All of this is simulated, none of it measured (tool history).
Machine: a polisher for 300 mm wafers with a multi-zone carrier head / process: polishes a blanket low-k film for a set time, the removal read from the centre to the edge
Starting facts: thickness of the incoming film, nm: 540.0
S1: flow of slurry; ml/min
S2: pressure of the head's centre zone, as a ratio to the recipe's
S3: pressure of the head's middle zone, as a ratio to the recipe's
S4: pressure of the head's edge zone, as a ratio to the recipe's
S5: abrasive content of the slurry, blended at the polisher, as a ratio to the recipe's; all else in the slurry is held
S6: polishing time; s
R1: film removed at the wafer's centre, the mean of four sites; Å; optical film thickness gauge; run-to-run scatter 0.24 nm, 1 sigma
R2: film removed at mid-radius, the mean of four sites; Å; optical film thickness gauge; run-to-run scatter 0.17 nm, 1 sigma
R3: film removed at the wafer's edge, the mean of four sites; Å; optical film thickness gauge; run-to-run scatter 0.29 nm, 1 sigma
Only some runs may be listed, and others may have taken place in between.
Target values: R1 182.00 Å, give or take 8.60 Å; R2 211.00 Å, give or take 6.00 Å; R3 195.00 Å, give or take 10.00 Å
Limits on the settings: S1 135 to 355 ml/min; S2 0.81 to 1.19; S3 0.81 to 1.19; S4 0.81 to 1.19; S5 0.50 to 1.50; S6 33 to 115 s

{"run": 1, "hour": 0.0, "S1": 225, "S2": 1.0, "S3": 1.0, "S4": 1.0, "S5": 1.0, "S6": 73, "R1": 301.56, "R2": 306.01, "R3": 306.61}
{"run": 2, "hour": 2.9, "S1": 225, "S2": 1.0, "S3": 1.0, "S4": 1.06, "S5": 1.0, "S6": 73, "R1": 307.07, "R2": 307.42, "R3": 312.81}
{"run": 3, "hour": 3.4, "S1": 275, "S2": 1.0, "S3": 1.0, "S4": 1.06, "S5": 1.0, "S6": 73, "R1": 315.68, "R2": 318.85, "R3": 314.9}
{"run": 4, "hour": 5.8, "S1": 240, "S2": 1.0, "S3": 1.0, "S4": 1.06, "S5": 1.0, "S6": 73, "R1": 311.67, "R2": 312.44, "R3": 312.21}
{"run": 5, "hour": 12.1, "S1": 240, "S2": 1.0, "S3": 1.07, "S4": 1.06, "S5": 1.0, "S6": 73, "R1": 311.99, "R2": 328.99, "R3": 318.86}
{"run": 6, "hour": 19.5, "S1": 240, "S2": 1.0, "S3": 1.07, "S4": 1.06, "S5": 1.0, "S6": 88, "R1": 377.8, "R2": 387.87, "R3": 379.54}
{"run": 7, "hour": 23.7, "S1": 250, "S2": 0.99, "S3": 1.06, "S4": 1.04, "S5": 0.95, "S6": 84, "R1": 345.64, "R2": 358.5, "R3": 349.0}
{"run": 8, "hour": 29.9, "S1": 260, "S2": 0.98, "S3": 1.06, "S4": 1.02, "S5": 0.9, "S6": 81, "R1": 318.69, "R2": 334.73, "R3": 319.12}
{"run": 9, "hour": 30.9, "S1": 250, "S2": 0.88, "S3": 0.96, "S4": 0.92, "S5": 0.65, "S6": 67, "R1": 180.42, "R2": 198.01, "R3": 194.47}
{"run": 10, "hour": 39.9, "S1": 250, "S2": 0.88, "S3": 0.97, "S4": 0.92, "S5": 0.65, "S6": 67, "R1": 178.24, "R2": 200.17, "R3": 189.29}
{"run": 11, "hour": 48.9, "S1": 250, "S2": 0.88, "S3": 0.98, "S4": 0.92, "S5": 0.65, "S6": 67, "R1": 180.91, "R2": 204.4, "R3": 191.64}
{"run": 12, "hour": 52.3, "S1": 250, "S2": 0.88, "S3": 0.99, "S4": 0.94, "S5": 0.65, "S6": 67, "R1": 180.52, "R2": 201.3, "R3": 189.14}
{"run": 13, "hour": 54.0, "S1": 250, "S2": 0.87, "S3": 1.0, "S4": 0.94, "S5": 0.7, "S6": 67, "R1": 190.48, "R2": 218.78, "R3": 207.24}
{"run": 14, "hour": 58.8, "S1": 250, "S2": 0.87, "S3": 1.0, "S4": 0.93, "S5": 0.7, "S6": 67, "R1": 189.35, "R2": 217.94, "R3": 205.04}
{"run": 15, "hour": 61.3, "S1": 250, "S2": 0.87, "S3": 1.0, "S4": 0.92, "S5": 0.7, "S6": 67, "R1": 193.81, "R2": 220.07, "R3": 199.48}
{"run": 16, "hour": 67.9, "S1": 245, "S2": 0.87, "S3": 1.0, "S4": 0.92, "S5": 0.7, "S6": 67, "R1": 195.32, "R2": 215.23, "R3": 206.15}
{"run": 17, "hour": 72.8, "S1": 250, "S2": 0.87, "S3": 1.0, "S4": 0.92, "S5": 0.7, "S6": 67, "R1": 191.4, "R2": 219.34, "R3": 204.11}

4 next moves are on the table. One of them brings every result within its allowed miss. Which?
{"run": "A", "hour": 77.7, "S1": 290, "S2": 0.9, "S3": 1.12, "S4": 0.91, "S5": 0.55, "S6": 72, "R1": "?", "R2": "?", "R3": "?"}
{"run": "B", "hour": 77.7, "S1": 280, "S2": 0.9, "S3": 1.06, "S4": 0.98, "S5": 0.65, "S6": 66, "R1": "?", "R2": "?", "R3": "?"}
{"run": "C", "hour": 77.7, "S1": 260, "S2": 0.86, "S3": 1.11, "S4": 0.87, "S5": 0.65, "S6": 60, "R1": "?", "R2": "?", "R3": "?"}
{"run": "D", "hour": 77.7, "S1": 230, "S2": 0.82, "S3": 1.04, "S4": 0.92, "S5": 0.7, "S6": 64, "R1": "?", "R2": "?", "R3": "?"}

move=A R1=167.59 R2=199.30 R3=174.26
move=B R1=184.46 R2=211.14 R3=199.06
move=C R1=158.72 R2=196.69 R3=170.03
move=D R1=170.14 R2=211.81 R3=197.54
A: takes the result that was furthest off past its target
B: meets every target
C: takes the result that was furthest off past its target
D: gets the furthest-off result to its target, but another result is out of tolerance
B is the move that brings every result within its allowed miss.
